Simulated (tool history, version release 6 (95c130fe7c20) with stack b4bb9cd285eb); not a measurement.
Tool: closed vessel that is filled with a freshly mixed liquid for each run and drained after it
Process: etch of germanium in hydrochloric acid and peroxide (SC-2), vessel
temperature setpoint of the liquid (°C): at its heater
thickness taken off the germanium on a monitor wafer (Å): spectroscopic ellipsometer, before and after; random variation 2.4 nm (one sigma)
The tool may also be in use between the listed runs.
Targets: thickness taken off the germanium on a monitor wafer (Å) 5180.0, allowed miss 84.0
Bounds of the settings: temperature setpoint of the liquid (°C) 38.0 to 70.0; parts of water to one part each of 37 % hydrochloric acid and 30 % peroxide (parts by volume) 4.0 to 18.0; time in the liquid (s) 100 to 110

run,hour,temperature setpoint of the liquid (°C),parts of water to one part each of 37 % hydrochloric acid and 30 % peroxide (parts by volume),time in the liquid (s),thickness taken off the germanium on a monitor wafer (Å)
1,0.0,54.0,10.0,100,3839.6
2,9.2,57.0,10.0,100,4224.5
3,16.6,59.0,10.0,100,4473.8
4,19.6,60.5,10.0,100,4677.0
5,21.3,60.5,11.0,100,4581.4
6,29.2,60.5,8.0,100,4742.7
7,32.1,61.5,8.0,100,4935.9
8,41.0,62.0,8.0,100,4980.2
9,42.2,62.5,8.0,100,5070.1

Which of these 5 next moves meets every target?
A,43.4,58.0,5.5,110,?
B,43.4,62.0,9.5,105,?
C,43.4,59.5,10.5,110,?
D,43.4,61.0,8.5,105,?
E,43.4,59.0,8.5,110,?

move,thickness taken off the germanium on a monitor wafer (Å)
A,4981.2
B,5136.5
C,4944.3
D,5047.1
E,4984.2
A: further off than the last run
B: meets every target
C: further off than the last run
D: further off than the last run
E: further off than the last run
Answer: B

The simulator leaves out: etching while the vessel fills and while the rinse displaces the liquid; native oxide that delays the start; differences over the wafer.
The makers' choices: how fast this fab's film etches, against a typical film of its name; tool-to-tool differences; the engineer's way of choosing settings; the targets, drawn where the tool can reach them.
